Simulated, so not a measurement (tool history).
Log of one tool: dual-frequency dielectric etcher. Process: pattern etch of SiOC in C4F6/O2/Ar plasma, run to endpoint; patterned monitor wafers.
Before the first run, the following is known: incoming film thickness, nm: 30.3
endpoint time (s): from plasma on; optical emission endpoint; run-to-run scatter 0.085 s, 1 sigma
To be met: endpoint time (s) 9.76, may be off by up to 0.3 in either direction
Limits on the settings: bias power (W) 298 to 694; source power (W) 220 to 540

run	hour	bias power (W)	source power (W)	endpoint time (s)
1	0	496	380	11.871
2	4.5	496	410	11.424
3	9.4	496	450	11.114
4	12.8	534	460	10.602
5	16.6	484	460	11.074
6	23.6	552	460	10.573
7	30.7	576	470	10.168
8	39.4	588	470	10.181

5 candidate next runs follow, results not yet known. Just one meets every target within its allowed miss. Identify it.
A	48.1	563	430	?
B	48.1	596	420	?
C	48.1	555	480	?
D	48.1	673	450	?
E	48.1	579	420	?

move	endpoint time (s)
A	10.758
B	10.608
C	10.392
D	9.8544
E	10.731
A: its largest miss is bigger than the last run's
B: its largest miss is bigger than the last run's
C: its largest miss is bigger than the last run's
D: all results in spec
E: its largest miss is bigger than the last run's
The move that meets every target is D.
